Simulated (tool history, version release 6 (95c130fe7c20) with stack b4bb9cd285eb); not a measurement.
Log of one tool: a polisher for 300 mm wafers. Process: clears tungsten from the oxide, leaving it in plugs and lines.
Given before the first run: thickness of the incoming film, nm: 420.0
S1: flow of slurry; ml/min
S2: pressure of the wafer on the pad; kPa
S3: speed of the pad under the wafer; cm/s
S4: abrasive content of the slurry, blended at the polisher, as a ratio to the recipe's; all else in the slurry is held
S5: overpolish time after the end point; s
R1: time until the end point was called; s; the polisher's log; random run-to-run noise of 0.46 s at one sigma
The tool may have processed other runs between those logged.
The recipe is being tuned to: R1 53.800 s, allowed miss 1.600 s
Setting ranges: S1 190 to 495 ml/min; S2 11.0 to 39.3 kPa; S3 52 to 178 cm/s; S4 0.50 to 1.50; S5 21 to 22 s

run,hour,S1,S2,S3,S4,S5,R1
1,0.0,320,24.8,114,1.00,21,64.854
2,0.7,320,20.7,114,1.00,21,79.312
3,4.5,320,20.7,92,1.00,21,98.527
4,6.9,320,20.7,108,1.00,21,82.642
5,12.4,320,22.8,108,1.00,21,75.637
6,20.3,320,22.8,108,0.80,21,78.984
7,25.3,325,29.6,110,0.80,21,59.555
8,30.4,325,30.3,110,0.80,21,58.699
9,34.9,325,31.0,110,0.80,21,56.932
10,40.7,325,31.7,110,0.80,21,56.261

Consider the 5 candidate settings below. Which is the only one whose results all fall within their allowed miss of target?
A,46.5,340,33.8,112,0.90,21,?
B,46.5,380,31.7,102,0.70,22,?
C,46.5,260,32.4,102,0.90,22,?
D,46.5,220,28.3,146,0.70,22,?
E,46.5,285,31.7,114,0.95,22,?

move,R1
A,51.061
B,61.974
C,59.840
D,51.880
E,53.699
A: carries the result that was furthest off beyond its target, to the other side
B: further off than the last run
C: further off than the last run
D: carries the result that was furthest off beyond its target, to the other side
E: all results land within tolerance of their targets
Go with E: it meets all targets.
